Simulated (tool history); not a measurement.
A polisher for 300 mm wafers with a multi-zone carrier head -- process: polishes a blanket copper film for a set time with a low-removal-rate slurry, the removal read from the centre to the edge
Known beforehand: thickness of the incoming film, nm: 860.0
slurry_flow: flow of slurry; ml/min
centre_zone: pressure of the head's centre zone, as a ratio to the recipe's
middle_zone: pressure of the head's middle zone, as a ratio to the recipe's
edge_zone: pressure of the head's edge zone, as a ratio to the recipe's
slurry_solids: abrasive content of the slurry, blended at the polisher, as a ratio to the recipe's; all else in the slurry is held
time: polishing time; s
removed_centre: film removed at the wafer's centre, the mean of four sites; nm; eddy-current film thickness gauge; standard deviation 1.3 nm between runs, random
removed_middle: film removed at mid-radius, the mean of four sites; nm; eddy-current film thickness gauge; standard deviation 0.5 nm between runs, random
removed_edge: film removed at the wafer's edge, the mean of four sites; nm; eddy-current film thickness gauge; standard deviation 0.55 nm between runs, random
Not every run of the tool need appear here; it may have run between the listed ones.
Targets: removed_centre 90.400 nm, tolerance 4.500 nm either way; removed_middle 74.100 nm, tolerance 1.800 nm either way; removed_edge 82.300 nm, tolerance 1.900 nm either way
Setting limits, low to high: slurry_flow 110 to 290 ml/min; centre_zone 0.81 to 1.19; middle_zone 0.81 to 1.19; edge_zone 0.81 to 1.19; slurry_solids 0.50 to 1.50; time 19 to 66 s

| run | hour | slurry_flow | centre_zone | middle_zone | edge_zone | slurry_solids | time | removed_centre | removed_middle | removed_edge |
|---|---|---|---|---|---|---|---|---|---|---|
| 1 | 0.0 | 185 | 1.00 | 1.00 | 1.00 | 1.00 | 42 | 97.486 | 95.645 | 98.628 |
| 2 | 4.2 | 170 | 1.01 | 0.95 | 0.95 | 0.90 | 42 | 94.573 | 88.785 | 94.376 |
| 3 | 8.0 | 165 | 1.03 | 0.92 | 0.92 | 0.80 | 42 | 97.368 | 84.205 | 89.294 |
| 4 | 8.9 | 155 | 1.02 | 0.89 | 0.90 | 0.75 | 42 | 89.499 | 79.683 | 87.423 |
| 5 | 14.7 | 155 | 1.02 | 0.94 | 0.90 | 0.75 | 42 | 92.009 | 82.969 | 86.983 |
| 6 | 18.9 | 145 | 1.03 | 0.91 | 0.88 | 0.75 | 42 | 89.935 | 80.338 | 84.437 |
| 7 | 24.1 | 140 | 1.04 | 0.89 | 0.88 | 0.75 | 42 | 90.140 | 78.275 | 85.835 |
| 8 | 29.8 | 135 | 1.05 | 0.88 | 0.87 | 0.75 | 42 | 90.068 | 76.365 | 83.774 |

Of the 4 settings listed for the next run, only one would bring every result within its allowed miss of target. Which one?
| A | 35.5 | 215 | 1.02 | 0.91 | 0.85 | 0.60 | 41 | ? | ? | ? |
| B | 35.5 | 160 | 1.06 | 0.87 | 0.91 | 0.65 | 41 | ? | ? | ? |
| C | 35.5 | 190 | 1.19 | 0.84 | 0.82 | 0.85 | 36 | ? | ? | ? |
| D | 35.5 | 150 | 1.11 | 0.92 | 0.84 | 0.60 | 41 | ? | ? | ? |

| move | removed_centre | removed_middle | removed_edge |
|---|---|---|---|
| A | 89.906 | 79.585 | 82.629 |
| B | 90.096 | 74.579 | 82.782 |
| C | 98.546 | 70.380 | 77.488 |
| D | 91.072 | 75.228 | 78.559 |
A: lands further from the targets than the last run did
B: hits every target within its allowed miss
C: pushes the last run's worst result past its target
D: brings the result that was furthest off to its target, and leaves another outside
Move B is the one to make.
